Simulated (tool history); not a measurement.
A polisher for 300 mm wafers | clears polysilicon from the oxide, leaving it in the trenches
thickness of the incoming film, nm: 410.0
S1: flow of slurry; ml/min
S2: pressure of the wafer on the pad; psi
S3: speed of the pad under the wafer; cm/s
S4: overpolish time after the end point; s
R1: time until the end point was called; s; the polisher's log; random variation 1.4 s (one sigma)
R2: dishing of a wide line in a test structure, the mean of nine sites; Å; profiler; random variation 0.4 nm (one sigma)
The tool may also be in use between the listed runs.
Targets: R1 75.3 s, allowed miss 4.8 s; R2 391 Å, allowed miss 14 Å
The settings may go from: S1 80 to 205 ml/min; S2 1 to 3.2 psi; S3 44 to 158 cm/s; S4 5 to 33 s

| run | hour | S1 | S2 | S3 | S4 | R1 | R2 |
|---|---|---|---|---|---|---|---|
| 1 | 0 | 135 | 2.1 | 100 | 17 | 32.58 | 487.01 |
| 2 | 3.1 | 135 | 2.5 | 100 | 17 | 28.145 | 485.59 |
| 3 | 6.2 | 135 | 2.5 | 84 | 17 | 32.975 | 489.07 |
| 4 | 8.1 | 135 | 2.5 | 96 | 17 | 29.894 | 480.31 |
| 5 | 11.5 | 120 | 2.3 | 82 | 14 | 35.472 | 483.21 |
| 6 | 18 | 120 | 1.9 | 72 | 11 | 48.972 | 423.54 |
| 7 | 21.9 | 120 | 1.7 | 70 | 12 | 55.931 | 424.06 |
| 8 | 29.4 | 120 | 1.5 | 70 | 11 | 64.056 | 390.99 |

5 next moves are on the table. One of them brings every result within its allowed miss. Which?
| A | 36.9 | 100 | 1.6 | 78 | 10 | ? | ? |
| B | 36.9 | 110 | 1.8 | 56 | 13 | ? | ? |
| C | 36.9 | 105 | 1.3 | 110 | 8 | ? | ? |
| D | 36.9 | 110 | 1.6 | 52 | 13 | ? | ? |
| E | 36.9 | 120 | 1.6 | 82 | 9 | ? | ? |

| move | R1 | R2 |
|---|---|---|
| A | 56.746 | 393.69 |
| B | 62.401 | 418.23 |
| C | 52.326 | 370.65 |
| D | 73.433 | 394.4 |
| E | 52.087 | 390.6 |
A: further off than the last run
B: further off than the last run
C: further off than the last run
D: meets every target
E: further off than the last run
The right move is D.
